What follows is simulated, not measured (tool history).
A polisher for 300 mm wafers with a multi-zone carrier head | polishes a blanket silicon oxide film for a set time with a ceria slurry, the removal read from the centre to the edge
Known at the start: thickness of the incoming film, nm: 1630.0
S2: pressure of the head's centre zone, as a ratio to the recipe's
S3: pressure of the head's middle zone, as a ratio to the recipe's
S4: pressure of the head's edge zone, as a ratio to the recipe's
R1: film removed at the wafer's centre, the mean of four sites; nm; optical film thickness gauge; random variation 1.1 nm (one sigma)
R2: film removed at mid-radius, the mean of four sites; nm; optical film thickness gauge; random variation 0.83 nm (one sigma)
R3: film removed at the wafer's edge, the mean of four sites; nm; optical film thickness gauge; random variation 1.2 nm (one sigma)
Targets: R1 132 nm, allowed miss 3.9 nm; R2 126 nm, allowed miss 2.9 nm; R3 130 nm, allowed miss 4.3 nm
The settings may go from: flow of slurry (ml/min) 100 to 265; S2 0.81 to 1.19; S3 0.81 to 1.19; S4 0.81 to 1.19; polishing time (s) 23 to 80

run 1 hour=0 | flow_of_slurry_(ml/min)=170 S2=1 S3=1 S4=1 polishing_time_(s)=51 | R1=163.61 R2=166.91 R3=171.8
run 2 hour=2.9 | flow_of_slurry_(ml/min)=170 S2=1 S3=1 S4=0.94 polishing_time_(s)=51 | R1=165.06 R2=167.4 R3=166.51
run 3 hour=9.7 | flow_of_slurry_(ml/min)=170 S2=1 S3=1.04 S4=0.94 polishing_time_(s)=51 | R1=165.03 R2=170.6 R3=166.1
run 4 hour=18.4 | flow_of_slurry_(ml/min)=170 S2=1.06 S3=1.04 S4=0.94 polishing_time_(s)=51 | R1=173.16 R2=173.29 R3=164.96
run 5 hour=24.5 | flow_of_slurry_(ml/min)=170 S2=1.06 S3=1.04 S4=0.94 polishing_time_(s)=43 | R1=147.65 R2=143.52 R3=141.07
run 6 hour=25.6 | flow_of_slurry_(ml/min)=160 S2=1.05 S3=1.02 S4=0.93 polishing_time_(s)=43 | R1=141.97 R2=140.25 R3=136.3
run 7 hour=26.3 | flow_of_slurry_(ml/min)=150 S2=1.05 S3=1 S4=0.94 polishing_time_(s)=43 | R1=140.51 R2=136.74 R3=137.12
run 8 hour=27.3 | flow_of_slurry_(ml/min)=140 S2=1.05 S3=0.99 S4=0.94 polishing_time_(s)=43 | R1=137.28 R2=135.41 R3=136.5
run 9 hour=34.6 | flow_of_slurry_(ml/min)=135 S2=1.06 S3=0.98 S4=0.93 polishing_time_(s)=43 | R1=139.28 R2=132.13 R3=133.21
run 10 hour=41.4 | flow_of_slurry_(ml/min)=130 S2=1.06 S3=0.98 S4=0.93 polishing_time_(s)=43 | R1=135.59 R2=129.39 R3=135.11

4 next moves are on the table. One of them brings every result within its allowed miss. Which?
run A hour=48.2 | flow_of_slurry_(ml/min)=105 S2=1.06 S3=0.96 S4=1.04 polishing_time_(s)=45 | R1=? R2=? R3=?
run B hour=48.2 | flow_of_slurry_(ml/min)=130 S2=1.03 S3=0.93 S4=0.92 polishing_time_(s)=45 | R1=? R2=? R3=?
run C hour=48.2 | flow_of_slurry_(ml/min)=155 S2=1.12 S3=1.04 S4=0.87 polishing_time_(s)=38 | R1=? R2=? R3=?
run D hour=48.2 | flow_of_slurry_(ml/min)=140 S2=1.01 S3=0.94 S4=0.89 polishing_time_(s)=42 | R1=? R2=? R3=?

move=A R1=130.91 R2=125.2 R3=142.05
move=B R1=137.72 R2=129.73 R3=139.82
move=C R1=129.27 R2=125.26 R3=118.24
move=D R1=129.42 R2=124.4 R3=130.15
A: further off than the last run
B: further off than the last run
C: takes the result that was furthest off past its target
D: meets every target
Move D is the one to make.
